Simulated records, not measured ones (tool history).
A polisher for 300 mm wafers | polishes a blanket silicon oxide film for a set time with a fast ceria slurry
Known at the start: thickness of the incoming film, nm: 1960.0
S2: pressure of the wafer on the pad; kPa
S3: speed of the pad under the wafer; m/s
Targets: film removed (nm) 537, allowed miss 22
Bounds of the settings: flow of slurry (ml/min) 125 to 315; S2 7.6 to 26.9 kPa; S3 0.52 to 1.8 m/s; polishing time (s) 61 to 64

{"run": 1, "day": 0.0, "flow of slurry (ml/min)": 205, "S2": 17.2, "S3": 1.16, "polishing time (s)": 61, "film removed (nm)": 1001.7}
{"run": 2, "day": 0.358, "flow of slurry (ml/min)": 205, "S2": 14.5, "S3": 1.14, "polishing time (s)": 61, "film removed (nm)": 838.21}
{"run": 3, "day": 0.654, "flow of slurry (ml/min)": 205, "S2": 17.2, "S3": 1.14, "polishing time (s)": 61, "film removed (nm)": 990.19}
{"run": 4, "day": 0.967, "flow of slurry (ml/min)": 205, "S2": 14.5, "S3": 1.12, "polishing time (s)": 61, "film removed (nm)": 828.09}
{"run": 5, "day": 1.183, "flow of slurry (ml/min)": 205, "S2": 17.2, "S3": 1.12, "polishing time (s)": 61, "film removed (nm)": 988.73}
{"run": 6, "day": 1.5, "flow of slurry (ml/min)": 205, "S2": 15.2, "S3": 1.12, "polishing time (s)": 61, "film removed (nm)": 878.72}
{"run": 7, "day": 1.804, "flow of slurry (ml/min)": 205, "S2": 13.1, "S3": 1.08, "polishing time (s)": 61, "film removed (nm)": 710.78}
{"run": 8, "day": 1.921, "flow of slurry (ml/min)": 205, "S2": 11.7, "S3": 1.08, "polishing time (s)": 61, "film removed (nm)": 645.24}
{"run": 9, "day": 2.279, "flow of slurry (ml/min)": 205, "S2": 11, "S3": 1.08, "polishing time (s)": 61, "film removed (nm)": 611.88}
{"run": 10, "day": 2.458, "flow of slurry (ml/min)": 205, "S2": 10.3, "S3": 1.08, "polishing time (s)": 61, "film removed (nm)": 570.54}

4 next moves are on the table. One of them brings every result within its allowed miss. Which?
{"run": "A", "day": 2.638, "flow of slurry (ml/min)": 225, "S2": 16.5, "S3": 0.62, "polishing time (s)": 61, "film removed (nm)": "?"}
{"run": "B", "day": 2.638, "flow of slurry (ml/min)": 170, "S2": 17.9, "S3": 0.64, "polishing time (s)": 62, "film removed (nm)": "?"}
{"run": "C", "day": 2.638, "flow of slurry (ml/min)": 240, "S2": 15.2, "S3": 0.8, "polishing time (s)": 61, "film removed (nm)": "?"}
{"run": "D", "day": 2.638, "flow of slurry (ml/min)": 210, "S2": 9.7, "S3": 1.16, "polishing time (s)": 64, "film removed (nm)": "?"}

move=A film_removed_(nm)=537.17
move=B film_removed_(nm)=591.54
move=C film_removed_(nm)=633.02
move=D film_removed_(nm)=608.86
A: meets every target
B: further off than the last run
C: further off than the last run
D: further off than the last run
Answer: A
